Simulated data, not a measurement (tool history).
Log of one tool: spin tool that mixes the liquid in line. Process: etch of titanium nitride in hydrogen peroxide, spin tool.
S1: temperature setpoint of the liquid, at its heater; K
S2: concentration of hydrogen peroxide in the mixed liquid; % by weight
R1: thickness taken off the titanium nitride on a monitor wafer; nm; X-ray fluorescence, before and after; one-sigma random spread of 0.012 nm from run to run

Run 1, hour 0: S1 319.15 K, S2 16.5 % by weight, time under the liquid (s) 90. Result: R1 1.7661 nm.
Run 2, hour 5.4: S1 319.15 K, S2 14.5 % by weight, time under the liquid (s) 90. Result: R1 1.6866 nm.
Run 3, hour 11: S1 325.15 K, S2 14.5 % by weight, time under the liquid (s) 90. Result: R1 2.565 nm.
Run 4, hour 13.3: S1 322.65 K, S2 14.5 % by weight, time under the liquid (s) 90. Result: R1 2.1836 nm.
Run 5, hour 19.6: S1 320.65 K, S2 14.5 % by weight, time under the liquid (s) 90. Result: R1 1.8917 nm.
Run 6, hour 25.6: S1 319.15 K, S2 14.5 % by weight, time under the liquid (s) 90. Result: R1 1.6748 nm.
Run 7, hour 33.9: S1 318.65 K, S2 14.5 % by weight, time under the liquid (s) 90. Result: R1 1.6143 nm.

Run 8 is up next; what results do you expect?
Run 8, hour 35.2: S1 318.15 K, S2 14.5 % by weight, time under the liquid (s) 90. Result: R1 ?.

Run 8 yielded R1 1.5782 nm.

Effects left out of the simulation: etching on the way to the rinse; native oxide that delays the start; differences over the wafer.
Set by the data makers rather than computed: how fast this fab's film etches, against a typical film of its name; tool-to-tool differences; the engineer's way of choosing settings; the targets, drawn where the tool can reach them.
